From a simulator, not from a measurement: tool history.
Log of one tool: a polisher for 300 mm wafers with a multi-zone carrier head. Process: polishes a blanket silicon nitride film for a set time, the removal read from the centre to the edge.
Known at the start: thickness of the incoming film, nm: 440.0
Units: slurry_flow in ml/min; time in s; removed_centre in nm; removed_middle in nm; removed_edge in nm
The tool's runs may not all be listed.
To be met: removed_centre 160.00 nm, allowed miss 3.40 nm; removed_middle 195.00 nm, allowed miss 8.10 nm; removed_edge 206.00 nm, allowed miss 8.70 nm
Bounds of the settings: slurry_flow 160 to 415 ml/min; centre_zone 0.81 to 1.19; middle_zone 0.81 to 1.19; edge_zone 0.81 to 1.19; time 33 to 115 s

run 1 hour=0.0 | slurry_flow=265 centre_zone=1.00 middle_zone=1.00 edge_zone=1.00 time=73 | removed_centre=154.90 removed_middle=156.19 removed_edge=160.70
run 2 hour=2.5 | slurry_flow=270 centre_zone=0.97 middle_zone=1.02 edge_zone=1.05 time=76 | removed_centre=155.95 removed_middle=163.35 removed_edge=171.24
run 3 hour=8.9 | slurry_flow=270 centre_zone=0.97 middle_zone=1.02 edge_zone=1.05 time=94 | removed_centre=194.16 removed_middle=208.11 removed_edge=211.28
run 4 hour=13.5 | slurry_flow=270 centre_zone=0.97 middle_zone=1.02 edge_zone=0.97 time=94 | removed_centre=197.12 removed_middle=205.97 removed_edge=202.78
run 5 hour=16.9 | slurry_flow=330 centre_zone=0.97 middle_zone=1.02 edge_zone=0.97 time=94 | removed_centre=198.55 removed_middle=212.59 removed_edge=202.68
run 6 hour=24.7 | slurry_flow=325 centre_zone=0.93 middle_zone=1.01 edge_zone=0.99 time=93 | removed_centre=187.66 removed_middle=201.52 removed_edge=205.44
run 7 hour=30.1 | slurry_flow=250 centre_zone=0.83 middle_zone=1.07 edge_zone=0.99 time=93 | removed_centre=162.38 removed_middle=207.12 removed_edge=196.62
run 8 hour=37.8 | slurry_flow=245 centre_zone=0.83 middle_zone=1.05 edge_zone=1.01 time=93 | removed_centre=163.00 removed_middle=204.52 removed_edge=202.73

Which of these 4 next moves meets every target?
run A hour=45.5 | slurry_flow=260 centre_zone=0.82 middle_zone=1.13 edge_zone=0.96 time=94 | removed_centre=? removed_middle=? removed_edge=?
run B hour=45.5 | slurry_flow=400 centre_zone=0.84 middle_zone=0.97 edge_zone=1.00 time=93 | removed_centre=? removed_middle=? removed_edge=?
run C hour=45.5 | slurry_flow=275 centre_zone=0.86 middle_zone=1.11 edge_zone=1.13 time=87 | removed_centre=? removed_middle=? removed_edge=?
run D hour=45.5 | slurry_flow=230 centre_zone=0.83 middle_zone=1.07 edge_zone=0.92 time=90 | removed_centre=? removed_middle=? removed_edge=?

move=A removed_centre=163.73 removed_middle=219.03 removed_edge=197.24
move=B removed_centre=171.66 removed_middle=204.84 removed_edge=204.04
move=C removed_centre=159.77 removed_middle=201.40 removed_edge=198.52
move=D removed_centre=156.89 removed_middle=201.12 removed_edge=183.83
A: further off than the last run
B: further off than the last run
C: meets every target
D: brings the result that was furthest off to its target, and leaves another outside
Move C is the one to make.
